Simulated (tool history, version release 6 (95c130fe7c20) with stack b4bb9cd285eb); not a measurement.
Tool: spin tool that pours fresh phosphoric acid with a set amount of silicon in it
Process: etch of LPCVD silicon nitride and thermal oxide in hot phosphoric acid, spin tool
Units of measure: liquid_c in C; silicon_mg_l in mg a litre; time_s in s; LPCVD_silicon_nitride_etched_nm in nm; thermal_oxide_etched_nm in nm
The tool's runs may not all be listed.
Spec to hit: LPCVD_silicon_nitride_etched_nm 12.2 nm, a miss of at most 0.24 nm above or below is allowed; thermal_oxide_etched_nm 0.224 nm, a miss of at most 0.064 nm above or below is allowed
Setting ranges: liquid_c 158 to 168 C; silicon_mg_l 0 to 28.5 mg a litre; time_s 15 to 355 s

run  hour  liquid_c  silicon_mg_l  time_s  LPCVD_silicon_nitride_etched_nm  thermal_oxide_etched_nm
  1     0       163          12.5     180                           17.258                  0.45528
  2   4.9       162            14     170                           15.725                  0.41049
  3   7.7     160.5            14     170                           14.793                  0.32849
  4  16.1       160          14.5     165                           14.333                  0.33675
  5  23.1     159.5          16.5     160                           13.602                  0.25678
  6  24.8     159.5          16.5     130                           11.119                  0.22519
  7  27.9       160            18     130                           11.341                  0.24979
  8  32.4       160            26     145                           12.502                  0.19991
  9  33.1       160            25     145                           12.595                   0.2048
 10  41.1       160            24     145                           12.628                  0.21947

Below are 4 possible settings for the next run. Only one of them brings all results inside the allowed miss of their targets. Which is it?
  A  49.1       159          22.5     155                                ?                        ?
  B  49.1       158          28.5     165                                ?                        ?
  C  49.1     161.5           9.5     140                                ?                        ?
  D  49.1     161.5            26     135                                ?                        ?

move  LPCVD_silicon_nitride_etched_nm  thermal_oxide_etched_nm
   A                           12.916                  0.23365
   B                           13.292                  0.18822
   C                           12.687                  0.35551
   D                           12.234                  0.21849
A: misses by more than the last run did
B: misses by more than the last run did
C: misses by more than the last run did
D: all results land within tolerance of their targets
Go with D: it meets all targets.
